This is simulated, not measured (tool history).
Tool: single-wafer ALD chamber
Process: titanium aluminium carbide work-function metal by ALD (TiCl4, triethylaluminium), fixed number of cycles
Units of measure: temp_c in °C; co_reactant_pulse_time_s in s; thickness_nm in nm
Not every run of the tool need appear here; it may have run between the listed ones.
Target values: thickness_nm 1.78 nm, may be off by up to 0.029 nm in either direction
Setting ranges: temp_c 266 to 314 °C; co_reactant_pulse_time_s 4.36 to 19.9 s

run,hour,temp_c,co_reactant_pulse_time_s,thickness_nm
1,0,290,12.13,1.9625
2,7.5,287,11.79,1.9379
3,14.8,287,15.12,1.9665
4,19.4,287,17.16,1.9644
5,20.9,284,16.67,1.9375
6,22.9,276,16.67,1.8736
7,30.8,274,16.31,1.8519
8,33.9,273,16.16,1.8417
9,36.8,272,16.07,1.8422
10,41.3,271,15.58,1.835
11,48.4,270,14.92,1.8255

4 next moves are on the table. One of them brings every result within its allowed miss. Which?
A,55.5,274,14.23,?
B,55.5,266,16.4,?
C,55.5,273,14.55,?
D,55.5,275,19.27,?

move,thickness_nm
A,1.8306
B,1.7671
C,1.8232
D,1.8504
A: the biggest miss grows against the last run
B: every result lands within tolerance
C: nearer the targets than the last run, but a result is still out of spec
D: the biggest miss grows against the last run
B meets every target.
